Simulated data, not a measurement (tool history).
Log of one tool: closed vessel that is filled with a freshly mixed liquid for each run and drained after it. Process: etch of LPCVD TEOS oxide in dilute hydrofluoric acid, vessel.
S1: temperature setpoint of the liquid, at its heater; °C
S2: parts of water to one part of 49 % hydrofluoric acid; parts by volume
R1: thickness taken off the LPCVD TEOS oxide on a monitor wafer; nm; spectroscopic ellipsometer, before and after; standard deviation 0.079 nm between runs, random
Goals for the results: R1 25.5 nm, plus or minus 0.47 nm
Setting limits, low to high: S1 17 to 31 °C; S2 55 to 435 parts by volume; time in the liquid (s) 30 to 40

Run 1, day 0: S1 23 °C, S2 245 parts by volume, time in the liquid (s) 40. Result: R1 7.2516 nm.
Run 2, day 0.321: S1 23 °C, S2 310 parts by volume, time in the liquid (s) 40. Result: R1 5.3974 nm.
Run 3, day 0.642: S1 23 °C, S2 310 parts by volume, time in the liquid (s) 40. Result: R1 5.4286 nm.
Run 4, day 0.854: S1 23 °C, S2 310 parts by volume, time in the liquid (s) 40. Result: R1 5.4187 nm.
Run 5, day 0.904: S1 26 °C, S2 220 parts by volume, time in the liquid (s) 40. Result: R1 9.269 nm.
Run 6, day 0.929: S1 26 °C, S2 220 parts by volume, time in the liquid (s) 40. Result: R1 9.2491 nm.
Run 7, day 1.004: S1 27.5 °C, S2 160 parts by volume, time in the liquid (s) 40. Result: R1 14.493 nm.
Run 8, day 1.121: S1 28.5 °C, S2 135 parts by volume, time in the liquid (s) 40. Result: R1 18.221 nm.
Run 9, day 1.288: S1 31 °C, S2 95 parts by volume, time in the liquid (s) 40. Result: R1 30.127 nm.
Run 10, day 1.458: S1 30.5 °C, S2 95 parts by volume, time in the liquid (s) 40. Result: R1 29.515 nm.
Run 11, day 1.525: S1 30 °C, S2 95 parts by volume, time in the liquid (s) 40. Result: R1 29.147 nm.
Run 12, day 1.625: S1 29 °C, S2 95 parts by volume, time in the liquid (s) 40. Result: R1 27.974 nm.
Run 13, day 1.95: S1 28 °C, S2 95 parts by volume, time in the liquid (s) 40. Result: R1 27.028 nm.
Run 14, day 2.012: S1 27.5 °C, S2 95 parts by volume, time in the liquid (s) 40. Result: R1 26.405 nm.
Run 15, day 2.146: S1 27.5 °C, S2 95 parts by volume, time in the liquid (s) 40. Result: R1 26.253 nm.

Below are 4 possible settings for the next run. Only one of them brings all results inside the allowed miss of their targets. Which is it?
Run A, day 2.279: S1 24.5 °C, S2 85 parts by volume, time in the liquid (s) 40. Result: R1 ?.
Run B, day 2.279: S1 22 °C, S2 80 parts by volume, time in the liquid (s) 40. Result: R1 ?.
Run C, day 2.279: S1 26.5 °C, S2 90 parts by volume, time in the liquid (s) 40. Result: R1 ?.
Run D, day 2.279: S1 28 °C, S2 95 parts by volume, time in the liquid (s) 40. Result: R1 ?.

move      R1
   A  26.586
   B  25.693
   C  26.995
   D  26.921
A: lands further from the targets than the last run did
B: hits every target within its allowed miss
C: lands further from the targets than the last run did
D: lands further from the targets than the last run did
B is the move that brings every result within its allowed miss.

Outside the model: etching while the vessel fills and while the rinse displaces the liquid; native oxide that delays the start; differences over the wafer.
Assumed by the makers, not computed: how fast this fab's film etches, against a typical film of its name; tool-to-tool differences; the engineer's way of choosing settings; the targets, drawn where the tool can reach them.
